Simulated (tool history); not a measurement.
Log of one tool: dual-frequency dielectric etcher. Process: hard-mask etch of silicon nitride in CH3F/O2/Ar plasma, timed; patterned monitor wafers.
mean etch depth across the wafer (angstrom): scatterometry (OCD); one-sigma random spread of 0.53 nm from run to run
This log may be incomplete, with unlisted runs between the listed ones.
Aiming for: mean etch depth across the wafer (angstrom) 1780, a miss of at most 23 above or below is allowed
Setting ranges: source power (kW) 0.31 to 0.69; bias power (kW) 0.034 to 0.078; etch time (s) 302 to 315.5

run,hour,source power (kW),bias power (kW),etch time (s),mean etch depth across the wafer (angstrom)
1,0,0.5,0.056,302,2087.3
2,6.2,0.5,0.063,302,2161.5
3,10,0.47,0.061,302,2099.7
4,12.5,0.47,0.054,302,2018.2
5,13.5,0.41,0.054,302,1943.1
6,18.8,0.39,0.053,302,1894.2
7,22.7,0.38,0.053,302,1868.7
8,24.1,0.37,0.053,302,1867
9,31.1,0.37,0.053,302,1867.8
10,34.4,0.36,0.053,302,1842

Which one of the following 4 next-run settings gets every result inside its allowed miss? There is exactly one.
A,37.7,0.31,0.054,311.5,?
B,37.7,0.39,0.05,305,?
C,37.7,0.37,0.055,305.5,?
D,37.7,0.31,0.051,307.5,?

move,mean etch depth across the wafer (angstrom)
A,1829.1
B,1883.2
C,1906.3
D,1775.7
A: closer than the last run, but not yet in spec
B: its largest miss is bigger than the last run's
C: its largest miss is bigger than the last run's
D: in spec on every target
So the answer is move D, the one that meets all the targets.
